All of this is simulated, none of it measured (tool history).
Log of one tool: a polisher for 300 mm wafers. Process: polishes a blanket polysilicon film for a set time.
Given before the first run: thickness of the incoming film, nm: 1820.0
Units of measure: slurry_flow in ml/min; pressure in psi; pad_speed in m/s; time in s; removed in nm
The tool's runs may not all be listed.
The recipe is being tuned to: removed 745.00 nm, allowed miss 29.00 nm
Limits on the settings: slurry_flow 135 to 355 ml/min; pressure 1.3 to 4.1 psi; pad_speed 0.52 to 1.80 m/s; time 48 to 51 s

run 1 hour=0.0 | slurry_flow=225 pressure=2.7 pad_speed=1.16 time=48 | removed=392.49
run 2 hour=1.8 | slurry_flow=225 pressure=3.1 pad_speed=1.20 time=48 | removed=458.57
run 3 hour=8.2 | slurry_flow=225 pressure=3.1 pad_speed=1.20 time=51 | removed=484.64
run 4 hour=16.1 | slurry_flow=190 pressure=3.1 pad_speed=1.20 time=51 | removed=475.49
run 5 hour=25.1 | slurry_flow=200 pressure=3.4 pad_speed=1.24 time=51 | removed=555.26
run 6 hour=33.0 | slurry_flow=205 pressure=3.6 pad_speed=1.26 time=51 | removed=578.81
run 7 hour=37.1 | slurry_flow=205 pressure=3.7 pad_speed=1.30 time=51 | removed=602.06
run 8 hour=40.8 | slurry_flow=205 pressure=3.8 pad_speed=1.34 time=51 | removed=647.52

4 next moves are on the table. One of them brings every result within its allowed miss. Which?
run A hour=44.5 | slurry_flow=195 pressure=3.9 pad_speed=1.50 time=51 | removed=?
run B hour=44.5 | slurry_flow=195 pressure=3.6 pad_speed=1.30 time=48 | removed=?
run C hour=44.5 | slurry_flow=195 pressure=3.8 pad_speed=1.18 time=49 | removed=?
run D hour=44.5 | slurry_flow=215 pressure=3.6 pad_speed=1.34 time=50 | removed=?

move=A removed=740.44
move=B removed=563.14
move=C removed=553.61
move=D removed=608.85
A: all results land within tolerance of their targets
B: lands further from the targets than the last run did
C: lands further from the targets than the last run did
D: lands further from the targets than the last run did
A is the move that brings every result within its allowed miss.

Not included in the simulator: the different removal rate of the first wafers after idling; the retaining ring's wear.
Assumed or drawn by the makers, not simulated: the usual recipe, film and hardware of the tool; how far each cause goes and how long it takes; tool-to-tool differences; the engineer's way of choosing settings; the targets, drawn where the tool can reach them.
